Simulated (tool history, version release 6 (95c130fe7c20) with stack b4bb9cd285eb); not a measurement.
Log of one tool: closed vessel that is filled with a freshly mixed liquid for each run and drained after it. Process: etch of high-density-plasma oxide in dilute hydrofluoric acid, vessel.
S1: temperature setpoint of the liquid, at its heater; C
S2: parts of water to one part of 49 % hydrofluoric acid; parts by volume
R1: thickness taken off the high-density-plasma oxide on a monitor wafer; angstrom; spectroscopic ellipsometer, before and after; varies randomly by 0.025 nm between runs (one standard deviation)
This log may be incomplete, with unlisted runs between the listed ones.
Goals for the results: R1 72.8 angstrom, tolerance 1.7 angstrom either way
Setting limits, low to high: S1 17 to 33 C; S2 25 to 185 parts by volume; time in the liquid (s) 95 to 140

{"run": 1, "day": 0.0, "S1": 25, "S2": 105, "time in the liquid (s)": 140, "R1": 89.114}
{"run": 2, "day": 0.133, "S1": 25, "S2": 105, "time in the liquid (s)": 95, "R1": 60.589}
{"run": 3, "day": 0.442, "S1": 25, "S2": 80, "time in the liquid (s)": 95, "R1": 82.088}
{"run": 4, "day": 0.508, "S1": 25, "S2": 95, "time in the liquid (s)": 95, "R1": 68.028}
{"run": 5, "day": 0.875, "S1": 25.5, "S2": 95, "time in the liquid (s)": 95, "R1": 69.105}
{"run": 6, "day": 0.921, "S1": 24, "S2": 95, "time in the liquid (s)": 95, "R1": 65.066}
{"run": 7, "day": 1.008, "S1": 24.5, "S2": 95, "time in the liquid (s)": 95, "R1": 66.213}
{"run": 8, "day": 1.217, "S1": 25, "S2": 95, "time in the liquid (s)": 95, "R1": 67.935}

Of the 4 settings listed for the next run, only one would bring every result within its allowed miss of target. Which one?
{"run": "A", "day": 1.425, "S1": 26, "S2": 100, "time in the liquid (s)": 100, "R1": "?"}
{"run": "B", "day": 1.425, "S1": 27, "S2": 110, "time in the liquid (s)": 105, "R1": "?"}
{"run": "C", "day": 1.425, "S1": 23.5, "S2": 110, "time in the liquid (s)": 120, "R1": "?"}
{"run": "D", "day": 1.425, "S1": 28, "S2": 120, "time in the liquid (s)": 120, "R1": "?"}

move=A R1=69.87
move=B R1=68.427
move=C R1=68.254
move=D R1=73.491
A: nearer than the last run, and not there yet
B: nearer than the last run, and not there yet
C: nearer than the last run, and not there yet
D: every result lands within tolerance
Go with D: it meets all targets.

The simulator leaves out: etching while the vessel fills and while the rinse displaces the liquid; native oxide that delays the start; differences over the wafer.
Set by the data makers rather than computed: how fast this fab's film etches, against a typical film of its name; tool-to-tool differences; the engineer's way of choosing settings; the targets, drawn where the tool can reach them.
